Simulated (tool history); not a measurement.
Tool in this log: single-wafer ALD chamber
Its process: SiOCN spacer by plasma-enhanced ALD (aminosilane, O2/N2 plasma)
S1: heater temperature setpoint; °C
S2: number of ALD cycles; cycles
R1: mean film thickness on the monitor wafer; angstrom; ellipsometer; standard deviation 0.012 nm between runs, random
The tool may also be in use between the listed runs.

run  hour   S1  S2      R1
  1   0.0  410  98  55.403
  2   5.2  410  86  48.495
  3   5.9  413  84  46.849
  4   6.6  413  78  43.649
  5  12.2  415  78  43.215
  6  15.5  415  92  51.071

Run 7 is up next; what results do you expect?
  7  20.7  427  76   ?

Run 7 measured R1 40.980 angstrom.

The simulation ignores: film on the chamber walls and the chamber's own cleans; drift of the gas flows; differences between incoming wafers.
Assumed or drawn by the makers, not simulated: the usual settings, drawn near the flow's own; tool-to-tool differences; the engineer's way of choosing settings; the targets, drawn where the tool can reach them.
